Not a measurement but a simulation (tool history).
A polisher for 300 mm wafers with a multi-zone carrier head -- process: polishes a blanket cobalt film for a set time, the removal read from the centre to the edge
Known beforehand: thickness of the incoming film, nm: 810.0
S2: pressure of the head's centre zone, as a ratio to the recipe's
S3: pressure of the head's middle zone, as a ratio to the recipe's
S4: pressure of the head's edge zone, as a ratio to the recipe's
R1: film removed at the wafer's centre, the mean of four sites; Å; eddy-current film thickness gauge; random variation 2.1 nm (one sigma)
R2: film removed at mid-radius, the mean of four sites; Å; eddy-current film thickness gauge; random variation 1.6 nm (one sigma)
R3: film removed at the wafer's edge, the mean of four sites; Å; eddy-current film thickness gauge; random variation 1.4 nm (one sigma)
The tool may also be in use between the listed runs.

Run 1, hour 0.0: flow of slurry (ml/min) 225, S2 1.00, S3 1.00, S4 1.00, polishing time (s) 43. Result: R1 2840.4 Å, R2 2804.3 Å, R3 2745.0 Å.
Run 2, hour 5.9: flow of slurry (ml/min) 230, S2 1.02, S3 1.02, S4 0.97, polishing time (s) 40. Result: R1 2642.1 Å, R2 2668.5 Å, R3 2568.3 Å.
Run 3, hour 14.5: flow of slurry (ml/min) 225, S2 1.05, S3 1.04, S4 0.94, polishing time (s) 37. Result: R1 2521.5 Å, R2 2510.9 Å, R3 2329.3 Å.
Run 4, hour 20.2: flow of slurry (ml/min) 225, S2 1.11, S3 1.04, S4 0.94, polishing time (s) 37. Result: R1 2653.8 Å, R2 2485.0 Å, R3 2315.7 Å.
Run 5, hour 24.2: flow of slurry (ml/min) 225, S2 1.14, S3 1.04, S4 0.94, polishing time (s) 37. Result: R1 2773.5 Å, R2 2482.8 Å, R3 2336.6 Å.
Run 6, hour 27.9: flow of slurry (ml/min) 220, S2 1.15, S3 1.06, S4 0.91, polishing time (s) 35. Result: R1 2631.5 Å, R2 2429.7 Å, R3 2171.9 Å.
Run 7, hour 34.1: flow of slurry (ml/min) 215, S2 1.15, S3 1.06, S4 0.89, polishing time (s) 34. Result: R1 2495.1 Å, R2 2323.0 Å, R3 2082.1 Å.
Run 8, hour 38.8: flow of slurry (ml/min) 210, S2 1.16, S3 1.07, S4 0.87, polishing time (s) 33. Result: R1 2486.3 Å, R2 2229.2 Å, R3 1990.7 Å.
Run 9, hour 41.9: flow of slurry (ml/min) 180, S2 1.10, S3 1.17, S4 0.81, polishing time (s) 28. Result: R1 1918.5 Å, R2 2029.5 Å, R3 1616.2 Å.
Run 10, hour 49.0: flow of slurry (ml/min) 195, S2 1.11, S3 1.17, S4 0.82, polishing time (s) 28. Result: R1 2000.4 Å, R2 2048.6 Å, R3 1638.6 Å.

For run 11, what comes out?
Run 11, hour 50.9: flow of slurry (ml/min) 205, S2 1.11, S3 1.17, S4 0.83, polishing time (s) 28. Result: R1 ?, R2 ?, R3 ?.

{"run 11": {"R1": 2002.9, "R2": 2069.5, "R3": 1675.3}}

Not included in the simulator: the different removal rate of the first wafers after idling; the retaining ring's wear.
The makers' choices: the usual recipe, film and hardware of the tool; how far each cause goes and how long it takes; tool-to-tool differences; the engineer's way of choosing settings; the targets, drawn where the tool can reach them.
